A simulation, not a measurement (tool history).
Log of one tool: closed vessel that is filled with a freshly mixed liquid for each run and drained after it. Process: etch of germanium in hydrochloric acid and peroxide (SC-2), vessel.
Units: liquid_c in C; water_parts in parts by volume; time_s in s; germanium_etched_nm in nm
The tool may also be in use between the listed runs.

run	hour	liquid_c	water_parts	time_s	germanium_etched_nm
1	0	56	11.5	90	176.28
2	3.7	57	11.5	90	182.07
3	11.4	52.5	11.5	90	159.31
4	12.8	46.5	11.5	90	131.13
5	14.4	46.5	11.5	90	129.57
6	17.3	46.5	7.5	90	134.02

Run 7 comes next. What will it give?
7	24.9	49	7.5	90	?

{"run 7": {"germanium_etched_nm": 143.84}}

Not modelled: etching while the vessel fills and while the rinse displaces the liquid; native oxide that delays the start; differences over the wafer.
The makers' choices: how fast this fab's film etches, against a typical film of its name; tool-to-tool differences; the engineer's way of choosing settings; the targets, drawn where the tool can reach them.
